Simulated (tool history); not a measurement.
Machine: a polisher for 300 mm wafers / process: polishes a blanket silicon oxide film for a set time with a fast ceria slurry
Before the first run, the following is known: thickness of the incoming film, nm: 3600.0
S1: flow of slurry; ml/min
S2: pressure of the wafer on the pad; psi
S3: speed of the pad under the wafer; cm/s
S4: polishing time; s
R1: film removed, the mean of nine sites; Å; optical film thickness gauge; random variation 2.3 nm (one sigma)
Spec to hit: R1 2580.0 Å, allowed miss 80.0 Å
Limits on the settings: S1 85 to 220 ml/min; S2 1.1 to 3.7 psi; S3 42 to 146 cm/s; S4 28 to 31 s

run,hour,S1,S2,S3,S4,R1
1,0.0,140,2.4,94,31,3614.7
2,4.4,140,2.9,94,31,4407.8
3,13.0,165,2.9,94,31,4543.5
4,17.0,135,2.9,94,31,4275.8
5,19.6,160,2.9,94,31,4477.8
6,26.3,160,2.9,94,28,3976.5
7,32.4,155,2.6,94,28,3623.4
8,33.7,150,2.4,94,28,3233.2
9,39.5,150,2.4,94,28,3306.5
10,41.1,120,1.8,94,28,2415.3

Next run, 5 choices. One meets every target within its allowed miss, the rest don't. Which?
A,42.7,150,2.1,74,31,?
B,42.7,145,1.9,66,29,?
C,42.7,130,1.7,92,30,?
D,42.7,155,1.2,126,29,?
E,42.7,105,1.7,102,31,?

move,R1
A,2788.6
B,2198.8
C,2472.0
D,2202.4
E,2629.5
A: moves the result that the last run missed by most past its target, out the other side
B: misses by more than the last run did
C: closes in on the targets versus the last run, not all within tolerance yet
D: misses by more than the last run did
E: all results land within tolerance of their targets
E is the move that brings every result within its allowed miss.
